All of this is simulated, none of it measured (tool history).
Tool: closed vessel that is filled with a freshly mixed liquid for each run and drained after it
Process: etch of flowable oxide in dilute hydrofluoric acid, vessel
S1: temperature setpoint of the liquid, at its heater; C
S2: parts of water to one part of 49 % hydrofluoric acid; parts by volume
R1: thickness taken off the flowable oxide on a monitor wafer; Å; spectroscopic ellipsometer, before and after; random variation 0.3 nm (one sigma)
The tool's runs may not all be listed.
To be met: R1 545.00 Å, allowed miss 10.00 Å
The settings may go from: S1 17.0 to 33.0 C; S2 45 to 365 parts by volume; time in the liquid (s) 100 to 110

{"run": 1, "hour": 0.0, "S1": 25.0, "S2": 205, "time in the liquid (s)": 100, "R1": 176.87}
{"run": 2, "hour": 4.7, "S1": 27.0, "S2": 170, "time in the liquid (s)": 100, "R1": 239.57}
{"run": 3, "hour": 8.0, "S1": 27.0, "S2": 135, "time in the liquid (s)": 100, "R1": 318.72}
{"run": 4, "hour": 14.6, "S1": 27.0, "S2": 165, "time in the liquid (s)": 100, "R1": 248.24}
{"run": 5, "hour": 15.8, "S1": 27.0, "S2": 140, "time in the liquid (s)": 100, "R1": 303.91}
{"run": 6, "hour": 19.9, "S1": 27.0, "S2": 140, "time in the liquid (s)": 100, "R1": 302.34}
{"run": 7, "hour": 25.0, "S1": 28.5, "S2": 125, "time in the liquid (s)": 100, "R1": 361.5}
{"run": 8, "hour": 31.3, "S1": 29.5, "S2": 115, "time in the liquid (s)": 100, "R1": 413.96}
{"run": 9, "hour": 37.2, "S1": 30.5, "S2": 110, "time in the liquid (s)": 100, "R1": 455.17}
{"run": 10, "hour": 38.6, "S1": 31.0, "S2": 110, "time in the liquid (s)": 100, "R1": 461.33}
{"run": 11, "hour": 40.5, "S1": 31.5, "S2": 110, "time in the liquid (s)": 100, "R1": 473.93}
{"run": 12, "hour": 48.7, "S1": 32.0, "S2": 110, "time in the liquid (s)": 100, "R1": 485.27}
{"run": 13, "hour": 52.4, "S1": 33.0, "S2": 95, "time in the liquid (s)": 100, "R1": 593.69}
{"run": 14, "hour": 61.1, "S1": 31.5, "S2": 95, "time in the liquid (s)": 100, "R1": 560.89}

Which of these 4 next moves meets every target?
{"run": "A", "hour": 69.8, "S1": 26.5, "S2": 80, "time in the liquid (s)": 105, "R1": "?"}
{"run": "B", "hour": 69.8, "S1": 33.0, "S2": 95, "time in the liquid (s)": 100, "R1": "?"}
{"run": "C", "hour": 69.8, "S1": 30.0, "S2": 90, "time in the liquid (s)": 105, "R1": "?"}
{"run": "D", "hour": 69.8, "S1": 32.5, "S2": 100, "time in the liquid (s)": 100, "R1": "?"}

move=A R1=587.46
move=B R1=590.28
move=C R1=589.44
move=D R1=546.44
A: further off than the last run
B: further off than the last run
C: further off than the last run
D: meets every target
The right move is D.
